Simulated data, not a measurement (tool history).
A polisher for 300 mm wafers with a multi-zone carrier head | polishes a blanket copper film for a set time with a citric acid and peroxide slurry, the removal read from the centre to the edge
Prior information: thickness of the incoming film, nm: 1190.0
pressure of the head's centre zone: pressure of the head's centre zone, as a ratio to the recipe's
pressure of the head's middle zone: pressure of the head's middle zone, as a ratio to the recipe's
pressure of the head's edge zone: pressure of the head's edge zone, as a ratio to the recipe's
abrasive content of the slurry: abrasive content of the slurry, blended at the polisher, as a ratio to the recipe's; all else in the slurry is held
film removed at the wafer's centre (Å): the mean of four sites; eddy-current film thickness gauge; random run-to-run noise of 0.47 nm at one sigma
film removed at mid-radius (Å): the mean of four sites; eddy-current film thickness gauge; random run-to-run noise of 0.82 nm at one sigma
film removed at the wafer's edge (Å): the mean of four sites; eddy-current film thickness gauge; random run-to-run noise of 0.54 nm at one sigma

| run | hour | flow of slurry (ml/min) | pressure of the head's centre zone | pressure of the head's middle zone | pressure of the head's edge zone | abrasive content of the slurry | polishing time (s) | film removed at the wafer's centre (Å) | film removed at mid-radius (Å) | film removed at the wafer's edge (Å) |
|---|---|---|---|---|---|---|---|---|---|---|
| 1 | 0.0 | 140 | 1.00 | 1.00 | 1.00 | 1.00 | 45 | 1150.90 | 1142.80 | 1152.20 |
| 2 | 8.9 | 130 | 0.98 | 0.95 | 0.96 | 0.85 | 41 | 965.02 | 941.14 | 983.33 |
| 3 | 12.8 | 125 | 0.97 | 0.92 | 0.92 | 0.75 | 38 | 872.04 | 815.45 | 863.22 |
| 4 | 14.7 | 155 | 0.97 | 0.92 | 0.92 | 0.75 | 38 | 911.67 | 837.85 | 893.36 |
| 5 | 17.2 | 140 | 0.94 | 0.90 | 0.89 | 0.65 | 37 | 811.39 | 771.90 | 809.70 |
| 6 | 19.6 | 130 | 0.92 | 0.87 | 0.87 | 0.60 | 37 | 762.59 | 752.53 | 787.96 |
| 7 | 23.9 | 125 | 0.92 | 0.85 | 0.87 | 0.55 | 36 | 723.63 | 680.17 | 747.78 |
| 8 | 27.5 | 115 | 0.92 | 0.84 | 0.85 | 0.55 | 36 | 706.98 | 666.97 | 722.32 |

Run 9 has not been measured yet. What should we expect?
| 9 | 33.1 | 115 | 0.92 | 0.84 | 0.85 | 0.55 | 36 | ? | ? | ? |

{"run 9": {"film removed at the wafer's centre (Å)": 717.97, "film removed at mid-radius (Å)": 675.83, "film removed at the wafer's edge (Å)": 721.15}}

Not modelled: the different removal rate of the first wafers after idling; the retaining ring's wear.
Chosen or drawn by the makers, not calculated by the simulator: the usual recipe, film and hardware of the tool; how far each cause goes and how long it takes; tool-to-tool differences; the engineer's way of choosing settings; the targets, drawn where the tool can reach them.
